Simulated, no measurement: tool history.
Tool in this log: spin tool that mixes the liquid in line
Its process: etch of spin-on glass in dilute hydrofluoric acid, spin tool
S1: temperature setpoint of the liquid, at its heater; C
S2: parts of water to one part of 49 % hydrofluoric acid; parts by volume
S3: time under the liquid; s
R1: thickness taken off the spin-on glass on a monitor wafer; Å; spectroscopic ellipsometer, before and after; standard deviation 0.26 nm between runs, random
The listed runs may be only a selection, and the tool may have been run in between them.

run,hour,S1,S2,S3,R1
1,0,23,190,300,462.27
2,1.1,23,135,300,689.47
3,8.2,24,135,300,714.43
4,12.3,26,135,300,771.67
# hour 17.2: thermometer replaced
5,17.2,26,135,300,837.37
6,19.9,26,180,300,591.56
7,27.1,27.5,180,300,625.17

What will run 8 give?
8,34.3,28.5,175,300,?

R1: 671.89 Å
